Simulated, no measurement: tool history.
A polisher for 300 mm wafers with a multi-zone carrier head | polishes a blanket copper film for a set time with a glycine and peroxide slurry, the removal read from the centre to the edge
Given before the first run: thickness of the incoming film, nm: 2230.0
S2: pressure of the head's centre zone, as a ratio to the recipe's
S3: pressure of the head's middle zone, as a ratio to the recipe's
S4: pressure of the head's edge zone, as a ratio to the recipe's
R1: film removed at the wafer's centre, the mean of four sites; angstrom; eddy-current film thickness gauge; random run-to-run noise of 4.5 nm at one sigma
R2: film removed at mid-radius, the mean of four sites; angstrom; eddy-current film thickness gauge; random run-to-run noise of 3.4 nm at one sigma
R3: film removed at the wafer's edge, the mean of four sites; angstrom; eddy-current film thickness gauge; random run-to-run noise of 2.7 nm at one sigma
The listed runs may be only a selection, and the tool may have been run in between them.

run 1 hour=0.0 | flow_of_slurry_(ml/min)=140 S2=1.00 S3=1.00 S4=1.00 polishing_time_(s)=67 | R1=2824.1 R2=2861.1 R3=2762.1
run 2 hour=8.5 | flow_of_slurry_(ml/min)=155 S2=1.03 S3=1.01 S4=1.04 polishing_time_(s)=70 | R1=3151.6 R2=3012.1 R3=3023.5
run 3 hour=9.4 | flow_of_slurry_(ml/min)=170 S2=1.05 S3=1.05 S4=1.07 polishing_time_(s)=72 | R1=3335.4 R2=3360.5 R3=3147.7
run 4 hour=12.0 | flow_of_slurry_(ml/min)=195 S2=1.05 S3=1.05 S4=1.07 polishing_time_(s)=72 | R1=3397.7 R2=3351.7 R3=3194.5
run 5 hour=17.3 | flow_of_slurry_(ml/min)=195 S2=1.05 S3=1.09 S4=1.07 polishing_time_(s)=72 | R1=3433.6 R2=3464.2 R3=3207.5
run 6 hour=23.3 | flow_of_slurry_(ml/min)=220 S2=1.05 S3=1.09 S4=1.07 polishing_time_(s)=72 | R1=3420.4 R2=3582.2 R3=3221.2
run 7 hour=31.6 | flow_of_slurry_(ml/min)=215 S2=1.07 S3=1.08 S4=1.09 polishing_time_(s)=74 | R1=3615.6 R2=3580.7 R3=3360.4
run 8 hour=33.4 | flow_of_slurry_(ml/min)=215 S2=1.09 S3=1.08 S4=1.11 polishing_time_(s)=75 | R1=3678.5 R2=3633.4 R3=3435.4

Expected results for the next run?
run 9 hour=37.7 | flow_of_slurry_(ml/min)=215 S2=1.11 S3=1.08 S4=1.12 polishing_time_(s)=76 | R1=? R2=? R3=?

Run 9 yielded R1 3890.7 angstrom, R2 3714.9 angstrom, R3 3456.5 angstrom.
